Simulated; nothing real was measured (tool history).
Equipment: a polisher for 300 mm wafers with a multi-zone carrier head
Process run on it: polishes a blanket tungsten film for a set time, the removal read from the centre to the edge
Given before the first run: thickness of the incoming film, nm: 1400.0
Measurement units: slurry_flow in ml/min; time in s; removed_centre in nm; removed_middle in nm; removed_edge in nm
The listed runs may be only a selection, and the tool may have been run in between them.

run	day	slurry_flow	centre_zone	middle_zone	edge_zone	slurry_solids	time	removed_centre	removed_middle	removed_edge
1	0	280	1	1	1	1	80	182.79	186.02	204.88
2	0.025	280	1	1.04	1	1	80	182.52	192.42	204.92
3	0.304	280	1	1.04	1.07	1	80	184.13	190.82	216.87
4	0.488	285	1	1.01	1	0.85	73	162.54	168.24	185.8
5	0.579	285	1	1.01	1	0.7	73	158.71	162.6	177.13
6	0.629	280	1.01	1	0.95	0.65	68	146.59	146.59	160.88
7	0.658	285	1.02	1.02	0.91	0.6	64	138.42	138.29	146.17

The next listed run, before its measurement:
8	0.996	280	1.02	1.03	0.88	0.55	62	?	?	?

removed_centre: 133.56 nm
removed_middle: 134.36 nm
removed_edge: 138.8 nm
